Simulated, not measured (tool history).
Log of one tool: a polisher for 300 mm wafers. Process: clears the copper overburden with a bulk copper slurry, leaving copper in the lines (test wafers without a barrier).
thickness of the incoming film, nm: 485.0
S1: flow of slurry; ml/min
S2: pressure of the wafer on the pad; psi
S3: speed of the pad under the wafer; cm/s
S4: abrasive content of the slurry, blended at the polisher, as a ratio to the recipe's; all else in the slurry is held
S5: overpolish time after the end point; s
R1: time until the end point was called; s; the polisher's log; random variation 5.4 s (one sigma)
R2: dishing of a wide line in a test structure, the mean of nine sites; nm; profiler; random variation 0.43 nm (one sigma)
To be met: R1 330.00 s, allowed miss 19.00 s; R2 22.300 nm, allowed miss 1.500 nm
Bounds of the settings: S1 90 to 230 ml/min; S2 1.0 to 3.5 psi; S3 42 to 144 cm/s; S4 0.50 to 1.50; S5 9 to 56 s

run	day	S1	S2	S3	S4	S5	R1	R2
1	0.000	150	2.2	92	1.00	29	102.45	70.322
2	0.038	125	2.2	92	1.00	29	105.48	69.517
3	0.354	120	2.0	82	0.95	25	132.93	57.425
4	0.667	120	2.0	82	0.95	15	132.69	41.378
5	1.012	120	2.0	82	1.05	15	131.87	42.695
6	1.258	120	1.8	74	1.00	14	159.86	34.013
7	1.342	115	1.6	68	1.00	15	198.67	30.584
8	1.462	115	1.5	66	1.00	16	216.93	29.737
9	1.496	115	1.4	64	1.00	16	234.27	27.276
10	1.867	115	1.3	62	1.00	17	259.46	26.128

4 next moves are on the table. One of them brings every result within its allowed miss. Which?
A	2.238	100	1.1	52	0.95	21	?	?
B	2.238	130	1.1	56	1.00	18	?	?
C	2.238	105	1.0	54	1.00	22	?	?
D	2.238	110	1.5	60	0.95	20	?	?

move	R1	R2
A	374.58	21.748
B	326.15	21.470
C	384.65	21.959
D	239.29	30.555
A: takes the result that was furthest off past its target
B: meets every target
C: takes the result that was furthest off past its target
D: further off than the last run
Answer: B
